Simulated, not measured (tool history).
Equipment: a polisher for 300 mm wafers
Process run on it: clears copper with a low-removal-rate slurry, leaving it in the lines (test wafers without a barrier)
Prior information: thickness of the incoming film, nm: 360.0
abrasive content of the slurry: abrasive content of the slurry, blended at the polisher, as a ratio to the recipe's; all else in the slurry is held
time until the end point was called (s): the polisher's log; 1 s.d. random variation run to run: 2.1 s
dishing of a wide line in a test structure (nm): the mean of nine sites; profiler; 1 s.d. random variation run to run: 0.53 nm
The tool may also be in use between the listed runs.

run  hour  flow of slurry (ml/min)  pressure of the wafer on the pad (kPa)  speed of the pad under the wafer (m/s)  abrasive content of the slurry  overpolish time after the end point (s)  time until the end point was called (s)  dishing of a wide line in a test structure (nm)
  1     0                      225                                    19.3                                     1.4                               1                                       14                                   118.73                                           31.122
  2   7.3                      225                                    15.2                                     1.4                               1                                       14                                   146.09                                           25.366
  3  10.6                      225                                    13.8                                     1.4                               1                                       15                                   167.48                                           24.273
  4  13.8                      225                                    13.8                                     1.4                               1                                       16                                   163.48                                           26.977
  5  21.3                      225                                    13.1                                     1.4                               1                                       16                                   172.39                                           24.392
  6  21.9                      225                                    13.1                                     1.4                               1                                       12                                   171.96                                           19.357
  7  24.3                      225                                    12.4                                     1.4                               1                                       14                                   180.87                                           20.233
  8  32.9                      225                                    12.4                                     1.4                               1                                       15                                   179.94                                           22.389

The next listed run, before its measurement:
  9  39.8                      225                                    12.4                                     1.4                               1                                       16                                        ?                                                ?

time until the end point was called (s): 183.05
dishing of a wide line in a test structure (nm): 23.955
